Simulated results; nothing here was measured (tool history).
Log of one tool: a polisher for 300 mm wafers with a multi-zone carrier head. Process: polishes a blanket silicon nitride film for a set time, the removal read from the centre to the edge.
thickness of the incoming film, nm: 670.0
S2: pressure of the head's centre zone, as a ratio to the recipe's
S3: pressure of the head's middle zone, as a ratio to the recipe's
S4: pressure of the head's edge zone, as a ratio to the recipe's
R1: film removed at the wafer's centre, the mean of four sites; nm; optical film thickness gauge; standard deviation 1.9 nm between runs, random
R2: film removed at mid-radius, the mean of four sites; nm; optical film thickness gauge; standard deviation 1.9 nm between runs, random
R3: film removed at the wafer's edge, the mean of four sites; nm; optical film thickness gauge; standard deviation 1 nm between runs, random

run 1 hour=0 | flow_of_slurry_(ml/min)=150 S2=1 S3=1 S4=1 polishing_time_(s)=82 | R1=271.47 R2=270.2 R3=269.96
run 2 hour=7 | flow_of_slurry_(ml/min)=150 S2=0.96 S3=1 S4=1 polishing_time_(s)=82 | R1=257.17 R2=268.31 R3=270.55
run 3 hour=7.9 | flow_of_slurry_(ml/min)=145 S2=0.97 S3=0.97 S4=0.95 polishing_time_(s)=69 | R1=217.57 R2=221.43 R3=221.15
run 4 hour=11.6 | flow_of_slurry_(ml/min)=110 S2=0.97 S3=0.97 S4=0.95 polishing_time_(s)=69 | R1=200.55 R2=203.04 R3=210.31
run 5 hour=16 | flow_of_slurry_(ml/min)=110 S2=0.99 S3=0.95 S4=0.91 polishing_time_(s)=62 | R1=188.88 R2=186.04 R3=185.36
run 6 hour=23.1 | flow_of_slurry_(ml/min)=105 S2=0.99 S3=0.92 S4=0.89 polishing_time_(s)=59 | R1=169.26 R2=168.59 R3=171.12
run 7 hour=31.3 | flow_of_slurry_(ml/min)=105 S2=1.01 S3=0.89 S4=0.87 polishing_time_(s)=59 | R1=176.38 R2=166.84 R3=169.18
run 8 hour=36.9 | flow_of_slurry_(ml/min)=100 S2=1.01 S3=0.87 S4=0.85 polishing_time_(s)=58 | R1=168.49 R2=158.98 R3=164.91
run 9 hour=41.7 | flow_of_slurry_(ml/min)=100 S2=1.02 S3=0.86 S4=0.84 polishing_time_(s)=57 | R1=170.35 R2=161.33 R3=161.92

What will run 10 give?
run 10 hour=49 | flow_of_slurry_(ml/min)=100 S2=1.03 S3=0.85 S4=0.84 polishing_time_(s)=56 | R1=? R2=? R3=?

Run 10 measured R1 167.21 nm, R2 155.04 nm, R3 157.81 nm.
